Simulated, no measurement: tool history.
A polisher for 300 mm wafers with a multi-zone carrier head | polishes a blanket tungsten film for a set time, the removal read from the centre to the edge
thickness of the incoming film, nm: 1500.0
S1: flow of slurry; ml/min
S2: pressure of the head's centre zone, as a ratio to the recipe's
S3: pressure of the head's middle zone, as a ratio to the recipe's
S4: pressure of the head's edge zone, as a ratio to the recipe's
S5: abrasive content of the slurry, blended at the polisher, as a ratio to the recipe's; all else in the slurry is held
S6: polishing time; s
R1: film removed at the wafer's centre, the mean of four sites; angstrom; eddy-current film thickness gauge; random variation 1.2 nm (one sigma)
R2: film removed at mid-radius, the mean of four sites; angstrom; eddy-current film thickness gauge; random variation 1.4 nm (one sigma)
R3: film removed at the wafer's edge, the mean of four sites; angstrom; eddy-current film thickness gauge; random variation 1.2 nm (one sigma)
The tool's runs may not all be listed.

| run | hour | S1 | S2 | S3 | S4 | S5 | S6 | R1 | R2 | R3 |
|---|---|---|---|---|---|---|---|---|---|---|
| 1 | 0 | 135 | 1 | 1 | 1 | 1 | 47 | 1260.5 | 1244.9 | 1292.7 |
| 2 | 2.2 | 150 | 1 | 1 | 1 | 1 | 47 | 1302.6 | 1225.5 | 1325.4 |
| 3 | 10.6 | 165 | 1.01 | 0.98 | 1.01 | 1 | 47 | 1353.9 | 1278.6 | 1333.2 |
| 4 | 14.1 | 165 | 1.01 | 1.06 | 1.01 | 1 | 47 | 1344.3 | 1379.7 | 1324.1 |
| 5 | 18.8 | 165 | 1.01 | 1.01 | 1.01 | 1 | 47 | 1333 | 1284.9 | 1346.5 |
| 6 | 25 | 170 | 1.03 | 0.96 | 1.02 | 1 | 47 | 1391.1 | 1232.6 | 1362.9 |
| 7 | 31.5 | 175 | 1.04 | 0.93 | 1.03 | 1 | 47 | 1374.7 | 1206.1 | 1360.9 |
| 8 | 39.4 | 180 | 1.06 | 0.9 | 1.04 | 1 | 47 | 1418.7 | 1197.8 | 1375.5 |

The next listed run, before its measurement:
| 9 | 47.7 | 180 | 1.08 | 0.88 | 1.06 | 1 | 47 | ? | ? | ? |

Run 9 gave R1 1460.1 angstrom, R2 1184.6 angstrom, R3 1402.4 angstrom.
